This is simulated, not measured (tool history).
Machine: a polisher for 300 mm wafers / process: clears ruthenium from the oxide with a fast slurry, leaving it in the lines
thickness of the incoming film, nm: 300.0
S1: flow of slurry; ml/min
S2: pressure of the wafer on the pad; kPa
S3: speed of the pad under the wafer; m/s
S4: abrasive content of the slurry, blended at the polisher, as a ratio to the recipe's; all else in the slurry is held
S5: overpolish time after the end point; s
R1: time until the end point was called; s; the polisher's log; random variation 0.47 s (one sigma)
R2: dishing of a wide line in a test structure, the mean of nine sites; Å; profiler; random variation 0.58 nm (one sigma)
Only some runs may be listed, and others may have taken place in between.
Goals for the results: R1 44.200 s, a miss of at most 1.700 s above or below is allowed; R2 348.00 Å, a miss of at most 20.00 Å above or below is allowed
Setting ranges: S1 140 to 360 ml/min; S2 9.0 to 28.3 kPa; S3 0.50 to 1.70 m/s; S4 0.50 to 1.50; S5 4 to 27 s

| run | hour | S1 | S2 | S3 | S4 | S5 | R1 | R2 |
|---|---|---|---|---|---|---|---|---|
| 1 | 0.0 | 230 | 18.6 | 1.10 | 1.00 | 14 | 63.664 | 296.14 |
| 2 | 1.4 | 275 | 18.6 | 1.10 | 1.00 | 14 | 63.133 | 295.57 |
| 3 | 8.3 | 275 | 20.0 | 1.10 | 1.00 | 14 | 57.351 | 310.76 |
| 4 | 14.7 | 275 | 20.0 | 0.92 | 1.00 | 14 | 70.450 | 285.03 |
| 5 | 17.6 | 275 | 17.9 | 0.92 | 1.00 | 14 | 77.974 | 273.98 |
| 6 | 22.4 | 275 | 20.7 | 0.92 | 1.00 | 14 | 66.064 | 290.35 |
| 7 | 23.8 | 275 | 22.1 | 0.92 | 1.00 | 14 | 62.601 | 297.99 |
| 8 | 29.8 | 275 | 23.4 | 0.92 | 1.00 | 14 | 59.823 | 295.69 |
| 9 | 38.6 | 275 | 24.8 | 0.94 | 1.00 | 15 | 54.562 | 321.49 |
| 10 | 44.4 | 275 | 25.5 | 0.96 | 1.00 | 15 | 52.421 | 318.22 |
| 11 | 49.7 | 275 | 26.2 | 0.98 | 1.00 | 15 | 50.018 | 333.73 |
| 12 | 52.3 | 275 | 26.9 | 0.98 | 1.00 | 15 | 48.234 | 311.12 |
| 13 | 56.1 | 275 | 27.6 | 0.98 | 1.00 | 16 | 47.698 | 324.77 |
| 14 | 57.0 | 275 | 27.6 | 1.00 | 1.00 | 17 | 47.038 | 338.42 |

Consider the 4 candidate settings below. Which is the only one whose results all fall within their allowed miss of target?
| A | 57.9 | 275 | 26.9 | 1.06 | 0.95 | 21 | ? | ? |
| B | 57.9 | 250 | 24.8 | 1.04 | 1.05 | 21 | ? | ? |
| C | 57.9 | 215 | 27.6 | 1.14 | 0.95 | 24 | ? | ? |
| D | 57.9 | 235 | 26.2 | 0.98 | 1.10 | 18 | ? | ? |

| move | R1 | R2 |
|---|---|---|
| A | 47.277 | 346.62 |
| B | 49.103 | 345.33 |
| C | 44.132 | 351.55 |
| D | 48.246 | 339.55 |
A: its largest miss is bigger than the last run's
B: its largest miss is bigger than the last run's
C: every result lands within tolerance
D: its largest miss is bigger than the last run's
C is the move that brings every result within its allowed miss.
